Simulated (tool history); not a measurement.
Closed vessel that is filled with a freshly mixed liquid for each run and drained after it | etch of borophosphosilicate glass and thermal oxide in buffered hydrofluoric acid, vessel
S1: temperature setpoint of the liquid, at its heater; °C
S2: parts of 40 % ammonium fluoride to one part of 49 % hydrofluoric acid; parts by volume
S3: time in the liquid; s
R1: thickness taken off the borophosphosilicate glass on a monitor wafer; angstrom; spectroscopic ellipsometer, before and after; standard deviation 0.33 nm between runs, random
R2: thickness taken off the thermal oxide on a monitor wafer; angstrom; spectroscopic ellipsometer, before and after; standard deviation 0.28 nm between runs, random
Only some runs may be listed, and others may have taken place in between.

run  hour    S1    S2  S3      R1      R2
  1   0.0  20.0  11.0  60  739.08  544.34
  2   8.4  17.0  11.0  60  632.96  450.22
  3  14.5  17.0  11.5  60  598.97  433.24
  4  17.7  17.0  11.5  60  605.54  439.75
  5  23.4  18.5  11.5  60  650.89  469.00
  6  31.6  18.5  12.0  60  626.59  450.82
  7  38.8  18.5  12.5  60  602.60  437.51

The next listed run, before its measurement:
  8  40.1  17.5  13.5  60   ?   ?

{"run 8": {"R1": 531.34, "R2": 386.16}}
